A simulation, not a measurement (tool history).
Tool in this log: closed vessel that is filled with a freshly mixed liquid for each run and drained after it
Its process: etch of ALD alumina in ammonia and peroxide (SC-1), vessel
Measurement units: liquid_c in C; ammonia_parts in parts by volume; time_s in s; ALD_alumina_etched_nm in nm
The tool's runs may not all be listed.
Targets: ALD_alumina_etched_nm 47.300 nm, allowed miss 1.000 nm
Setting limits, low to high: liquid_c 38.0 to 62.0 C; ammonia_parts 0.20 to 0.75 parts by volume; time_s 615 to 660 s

Run 1, day 0.000: liquid_c 46.0 C, ammonia_parts 0.45 parts by volume, time_s 615 s. Result: ALD_alumina_etched_nm 22.561 nm.
Run 2, day 0.300: liquid_c 47.5 C, ammonia_parts 0.45 parts by volume, time_s 615 s. Result: ALD_alumina_etched_nm 24.672 nm.
Run 3, day 0.629: liquid_c 53.5 C, ammonia_parts 0.45 parts by volume, time_s 615 s. Result: ALD_alumina_etched_nm 34.482 nm.
Run 4, day 0.950: liquid_c 53.5 C, ammonia_parts 0.45 parts by volume, time_s 615 s. Result: ALD_alumina_etched_nm 34.439 nm.
Run 5, day 1.246: liquid_c 51.0 C, ammonia_parts 0.45 parts by volume, time_s 615 s. Result: ALD_alumina_etched_nm 29.789 nm.
Run 6, day 1.312: liquid_c 52.0 C, ammonia_parts 0.45 parts by volume, time_s 615 s. Result: ALD_alumina_etched_nm 31.586 nm.
Run 7, day 1.438: liquid_c 53.0 C, ammonia_parts 0.45 parts by volume, time_s 615 s. Result: ALD_alumina_etched_nm 33.381 nm.
Run 8, day 1.517: liquid_c 54.0 C, ammonia_parts 0.45 parts by volume, time_s 615 s. Result: ALD_alumina_etched_nm 35.086 nm.
Run 9, day 1.829: liquid_c 54.5 C, ammonia_parts 0.45 parts by volume, time_s 615 s. Result: ALD_alumina_etched_nm 36.433 nm.

Of the 5 settings listed for the next run, only one would bring every result within its allowed miss of target. Which one?
Run A, day 2.142: liquid_c 58.0 C, ammonia_parts 0.45 parts by volume, time_s 635 s. Result: ALD_alumina_etched_nm ?.
Run B, day 2.142: liquid_c 60.5 C, ammonia_parts 0.45 parts by volume, time_s 625 s. Result: ALD_alumina_etched_nm ?.
Run C, day 2.142: liquid_c 60.0 C, ammonia_parts 0.40 parts by volume, time_s 660 s. Result: ALD_alumina_etched_nm ?.
Run D, day 2.142: liquid_c 59.0 C, ammonia_parts 0.45 parts by volume, time_s 635 s. Result: ALD_alumina_etched_nm ?.
Run E, day 2.142: liquid_c 56.5 C, ammonia_parts 0.55 parts by volume, time_s 660 s. Result: ALD_alumina_etched_nm ?.

move  ALD_alumina_etched_nm
   A                 45.002
   B                 50.391
   C                 51.293
   D                 47.397
   E                 44.072
A: better than the last run, though not everything is in spec
B: pushes the last run's worst result past its target
C: pushes the last run's worst result past its target
D: meets every target
E: better than the last run, though not everything is in spec
Answer: D

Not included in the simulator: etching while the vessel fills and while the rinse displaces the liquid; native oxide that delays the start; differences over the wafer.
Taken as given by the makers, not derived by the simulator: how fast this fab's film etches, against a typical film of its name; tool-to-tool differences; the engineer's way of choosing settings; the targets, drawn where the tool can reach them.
